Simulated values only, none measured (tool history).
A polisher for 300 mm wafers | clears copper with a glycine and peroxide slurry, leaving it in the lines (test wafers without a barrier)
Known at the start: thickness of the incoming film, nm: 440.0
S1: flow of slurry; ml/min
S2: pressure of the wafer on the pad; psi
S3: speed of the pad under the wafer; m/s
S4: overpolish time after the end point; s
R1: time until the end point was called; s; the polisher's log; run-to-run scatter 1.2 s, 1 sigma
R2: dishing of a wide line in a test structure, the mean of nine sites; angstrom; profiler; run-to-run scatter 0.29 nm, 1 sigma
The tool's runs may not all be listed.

{"run": 1, "day": 0.0, "S1": 255, "S2": 2.4, "S3": 0.96, "S4": 10, "R1": 103.22, "R2": 300.99}
{"run": 2, "day": 0.371, "S1": 260, "S2": 2.8, "S3": 0.98, "S4": 8, "R1": 96.346, "R2": 265.67}
{"run": 3, "day": 0.542, "S1": 260, "S2": 3.1, "S3": 0.98, "S4": 8, "R1": 92.747, "R2": 283.12}
{"run": 4, "day": 0.775, "S1": 225, "S2": 3.1, "S3": 0.98, "S4": 8, "R1": 91.111, "R2": 284.24}
{"run": 5, "day": 0.829, "S1": 225, "S2": 3.1, "S3": 1.16, "S4": 8, "R1": 78.87, "R2": 315.86}
{"run": 6, "day": 1.033, "S1": 225, "S2": 3.6, "S3": 1.16, "S4": 8, "R1": 72.769, "R2": 349.11}
{"run": 7, "day": 1.312, "S1": 225, "S2": 3.6, "S3": 1.2, "S4": 6, "R1": 69.258, "R2": 274.94}

Forecast run 8:
{"run": 8, "day": 1.521, "S1": 225, "S2": 3.6, "S3": 1.22, "S4": 6, "R1": "?", "R2": "?"}

{"run 8": {"R1": 69.815, "R2": 281.89}}
